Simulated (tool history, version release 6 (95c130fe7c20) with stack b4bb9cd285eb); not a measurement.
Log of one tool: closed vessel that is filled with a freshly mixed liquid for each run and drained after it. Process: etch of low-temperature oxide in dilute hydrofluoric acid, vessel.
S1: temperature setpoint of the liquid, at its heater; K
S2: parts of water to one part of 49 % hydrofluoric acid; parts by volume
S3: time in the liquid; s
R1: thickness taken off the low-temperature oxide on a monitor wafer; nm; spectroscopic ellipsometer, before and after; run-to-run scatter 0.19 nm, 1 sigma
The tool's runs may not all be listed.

run,hour,S1,S2,S3,R1
1,0,299.15,180,1450,79.386
2,7.6,297.15,195,1450,66.641
3,11.1,295.65,205,1450,59.647
4,12.2,294.65,215,1450,54.451
5,13.1,294.65,215,1450,54.355
6,21.8,293.65,220,1450,50.788
7,23.9,293.15,225,1450,47.842

What does the tool deliver on the next run?
8,30.8,292.65,230,1450,?

R1: 46.177 nm

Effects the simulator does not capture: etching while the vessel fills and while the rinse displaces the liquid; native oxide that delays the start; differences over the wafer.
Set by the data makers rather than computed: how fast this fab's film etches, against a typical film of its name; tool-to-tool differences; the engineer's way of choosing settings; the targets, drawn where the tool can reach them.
